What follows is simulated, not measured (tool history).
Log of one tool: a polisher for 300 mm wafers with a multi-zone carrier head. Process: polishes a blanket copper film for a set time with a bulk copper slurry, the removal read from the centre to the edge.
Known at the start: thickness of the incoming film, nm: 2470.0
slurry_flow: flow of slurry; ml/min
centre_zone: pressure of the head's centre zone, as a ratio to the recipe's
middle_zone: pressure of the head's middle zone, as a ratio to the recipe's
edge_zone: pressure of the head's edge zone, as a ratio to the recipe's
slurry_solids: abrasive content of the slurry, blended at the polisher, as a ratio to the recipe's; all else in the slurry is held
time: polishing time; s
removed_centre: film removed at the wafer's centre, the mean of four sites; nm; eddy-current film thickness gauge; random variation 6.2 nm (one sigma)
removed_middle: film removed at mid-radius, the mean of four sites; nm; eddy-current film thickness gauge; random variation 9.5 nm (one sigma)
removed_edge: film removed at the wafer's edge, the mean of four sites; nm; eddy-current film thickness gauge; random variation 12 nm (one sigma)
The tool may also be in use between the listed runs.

{"run": 1, "day": 0.0, "slurry_flow": 260, "centre_zone": 1, "middle_zone": 1, "edge_zone": 1, "slurry_solids": 1, "time": 82, "removed_centre": 834.95, "removed_middle": 809.84, "removed_edge": 773.61}
{"run": 2, "day": 0.096, "slurry_flow": 270, "centre_zone": 1, "middle_zone": 1.01, "edge_zone": 1.05, "slurry_solids": 1.1, "time": 83, "removed_centre": 854.88, "removed_middle": 842.47, "removed_edge": 832.03}
{"run": 3, "day": 0.288, "slurry_flow": 305, "centre_zone": 1, "middle_zone": 1.01, "edge_zone": 1.05, "slurry_solids": 1.1, "time": 83, "removed_centre": 865.46, "removed_middle": 858.62, "removed_edge": 830.2}
{"run": 4, "day": 0.579, "slurry_flow": 305, "centre_zone": 1, "middle_zone": 1.01, "edge_zone": 1.05, "slurry_solids": 0.95, "time": 83, "removed_centre": 845.61, "removed_middle": 833.45, "removed_edge": 824.73}
{"run": 5, "day": 0.767, "slurry_flow": 305, "centre_zone": 1, "middle_zone": 1.01, "edge_zone": 1.09, "slurry_solids": 0.95, "time": 83, "removed_centre": 851.7, "removed_middle": 831.31, "removed_edge": 821.67}
{"run": 6, "day": 0.996, "slurry_flow": 305, "centre_zone": 1, "middle_zone": 1.01, "edge_zone": 1.01, "slurry_solids": 0.95, "time": 83, "removed_centre": 851.53, "removed_middle": 837.38, "removed_edge": 799.92}
{"run": 7, "day": 1.225, "slurry_flow": 315, "centre_zone": 1.01, "middle_zone": 1.02, "edge_zone": 1.05, "slurry_solids": 1.05, "time": 84, "removed_centre": 881.08, "removed_middle": 864.28, "removed_edge": 828.42}

The next listed run, before its measurement:
{"run": 8, "day": 1.383, "slurry_flow": 310, "centre_zone": 1.01, "middle_zone": 1.02, "edge_zone": 1.07, "slurry_solids": 1.15, "time": 85, "removed_centre": "?", "removed_middle": "?", "removed_edge": "?"}

removed_centre: 918.98 nm
removed_middle: 902.59 nm
removed_edge: 882.16 nm
